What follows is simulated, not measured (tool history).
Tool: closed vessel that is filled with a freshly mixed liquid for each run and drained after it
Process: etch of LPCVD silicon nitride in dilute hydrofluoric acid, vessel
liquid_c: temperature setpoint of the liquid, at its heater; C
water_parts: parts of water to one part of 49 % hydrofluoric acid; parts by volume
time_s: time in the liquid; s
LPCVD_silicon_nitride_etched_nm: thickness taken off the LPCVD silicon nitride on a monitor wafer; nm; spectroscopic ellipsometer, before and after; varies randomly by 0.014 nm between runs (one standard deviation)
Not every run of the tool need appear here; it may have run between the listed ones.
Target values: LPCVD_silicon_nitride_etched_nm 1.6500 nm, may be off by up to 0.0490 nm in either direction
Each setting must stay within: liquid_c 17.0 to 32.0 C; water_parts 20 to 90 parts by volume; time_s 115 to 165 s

run	hour	liquid_c	water_parts	time_s	LPCVD_silicon_nitride_etched_nm
1	0.0	24.0	50	165	1.9506
2	2.0	23.5	50	165	1.8559
3	3.7	22.5	50	165	1.7763
4	5.6	22.0	50	165	1.7014
5	9.5	20.0	50	165	1.4952
6	17.4	20.0	50	115	1.0287
7	20.2	20.5	50	115	1.0502
8	22.4	24.5	50	115	1.4223
9	24.6	25.0	50	115	1.4369
10	25.2	25.5	50	115	1.5026

Pick the move, out of 4, that brings all results within their allowed miss; only one does.
A	25.8	25.0	55	115	?
B	25.8	26.5	45	115	?
C	25.8	26.5	65	135	?
D	25.8	27.0	55	125	?

move	LPCVD_silicon_nitride_etched_nm
A	1.3373
B	1.7995
C	1.4708
D	1.6596
A: the biggest miss grows against the last run
B: takes the biggest miss from the last run beyond its target
C: the biggest miss grows against the last run
D: all results land within tolerance of their targets
So the answer is move D, the one that meets all the targets.
